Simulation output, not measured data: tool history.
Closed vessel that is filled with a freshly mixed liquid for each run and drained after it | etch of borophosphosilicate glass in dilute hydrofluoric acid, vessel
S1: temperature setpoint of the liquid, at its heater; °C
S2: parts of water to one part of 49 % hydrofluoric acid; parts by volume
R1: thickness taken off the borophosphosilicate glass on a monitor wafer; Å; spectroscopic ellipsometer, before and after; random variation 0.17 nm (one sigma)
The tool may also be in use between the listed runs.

{"run": 1, "hour": 0.0, "S1": 20, "S2": 95, "time in the liquid (s)": 30, "R1": 249.56}
{"run": 2, "hour": 6.6, "S1": 20.5, "S2": 95, "time in the liquid (s)": 30, "R1": 254.73}
{"run": 3, "hour": 10.3, "S1": 21, "S2": 95, "time in the liquid (s)": 30, "R1": 258.49}
{"run": 4, "hour": 16.2, "S1": 21.5, "S2": 95, "time in the liquid (s)": 30, "R1": 263.76}
{"run": 5, "hour": 19.4, "S1": 22, "S2": 95, "time in the liquid (s)": 30, "R1": 269.6}
{"run": 6, "hour": 23.2, "S1": 22.5, "S2": 95, "time in the liquid (s)": 30, "R1": 274.36}
{"hour": 31.6, "done": "thermometer replaced"}
{"run": 7, "hour": 31.6, "S1": 23, "S2": 95, "time in the liquid (s)": 30, "R1": 263.3}
{"run": 8, "hour": 36.9, "S1": 23.5, "S2": 95, "time in the liquid (s)": 30, "R1": 269.92}

Forecast run 9:
{"run": 9, "hour": 43.5, "S1": 24, "S2": 95, "time in the liquid (s)": 30, "R1": "?"}

Run 9 gave R1 275.42 Å.
